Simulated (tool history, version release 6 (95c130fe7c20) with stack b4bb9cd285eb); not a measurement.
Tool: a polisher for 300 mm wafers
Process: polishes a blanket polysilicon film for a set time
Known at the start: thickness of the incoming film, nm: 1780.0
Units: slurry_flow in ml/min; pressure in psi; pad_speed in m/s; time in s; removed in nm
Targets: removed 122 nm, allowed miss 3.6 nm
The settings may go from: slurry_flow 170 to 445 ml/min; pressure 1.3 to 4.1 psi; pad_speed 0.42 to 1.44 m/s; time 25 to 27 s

{"run": 1, "hour": 0.0, "slurry_flow": 285, "pressure": 2.7, "pad_speed": 0.92, "time": 27, "removed": 236.96}
{"run": 2, "hour": 2.7, "slurry_flow": 230, "pressure": 2.7, "pad_speed": 0.92, "time": 27, "removed": 230.63}
{"run": 3, "hour": 3.8, "slurry_flow": 230, "pressure": 2.1, "pad_speed": 0.92, "time": 27, "removed": 181.67}
{"run": 4, "hour": 9.6, "slurry_flow": 230, "pressure": 2, "pad_speed": 0.9, "time": 27, "removed": 169.15}
{"run": 5, "hour": 15.3, "slurry_flow": 230, "pressure": 1.6, "pad_speed": 0.9, "time": 27, "removed": 136.5}
{"run": 6, "hour": 21.3, "slurry_flow": 230, "pressure": 2.2, "pad_speed": 0.9, "time": 27, "removed": 183.9}
{"run": 7, "hour": 25.8, "slurry_flow": 230, "pressure": 2, "pad_speed": 0.9, "time": 27, "removed": 170.88}
{"run": 8, "hour": 33.0, "slurry_flow": 230, "pressure": 1.9, "pad_speed": 0.9, "time": 27, "removed": 161.56}
{"run": 9, "hour": 37.1, "slurry_flow": 230, "pressure": 1.8, "pad_speed": 0.9, "time": 27, "removed": 152.44}

Which of these 4 next moves meets every target?
{"run": "A", "hour": 41.2, "slurry_flow": 290, "pressure": 1.8, "pad_speed": 0.68, "time": 25, "removed": "?"}
{"run": "B", "hour": 41.2, "slurry_flow": 275, "pressure": 1.3, "pad_speed": 1, "time": 25, "removed": "?"}
{"run": "C", "hour": 41.2, "slurry_flow": 200, "pressure": 1.8, "pad_speed": 0.76, "time": 26, "removed": "?"}
{"run": "D", "hour": 41.2, "slurry_flow": 215, "pressure": 1.6, "pad_speed": 0.84, "time": 27, "removed": "?"}

move=A removed=123.2
move=B removed=115.33
move=C removed=130.82
move=D removed=130.83
A: meets every target
B: takes the result that was furthest off past its target
C: nearer than the last run, and not there yet
D: nearer than the last run, and not there yet
Answer: A
